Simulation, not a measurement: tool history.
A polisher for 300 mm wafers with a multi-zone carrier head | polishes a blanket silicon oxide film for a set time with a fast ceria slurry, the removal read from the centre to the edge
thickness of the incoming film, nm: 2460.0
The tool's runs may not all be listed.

run,day,flow of slurry (ml/min),pressure of the head's centre zone,pressure of the head's middle zone,pressure of the head's edge zone,polishing time (s),film removed at the wafer's centre (angstrom),film removed at mid-radius (angstrom),film removed at the wafer's edge (angstrom)
1,0.000,200,1.00,1.00,1.00,61,6284.2,6281.8,6015.9
2,0.104,170,1.00,1.00,1.00,61,6253.2,6087.0,6048.1
3,0.417,170,1.00,1.00,1.08,61,6195.1,6073.2,6390.3
4,0.517,190,1.00,0.98,1.03,58,6062.2,5819.9,5891.2
5,0.612,190,1.00,0.98,0.97,58,6047.0,5788.4,5775.9
6,0.783,190,1.00,0.98,0.97,69,7254.2,6906.7,6745.0

The next listed run, before its measurement:
7,0.858,210,1.00,0.97,0.94,64,?,?,?

film removed at the wafer's centre (angstrom): 6822.8
film removed at mid-radius (angstrom): 6382.7
film removed at the wafer's edge (angstrom): 6312.3

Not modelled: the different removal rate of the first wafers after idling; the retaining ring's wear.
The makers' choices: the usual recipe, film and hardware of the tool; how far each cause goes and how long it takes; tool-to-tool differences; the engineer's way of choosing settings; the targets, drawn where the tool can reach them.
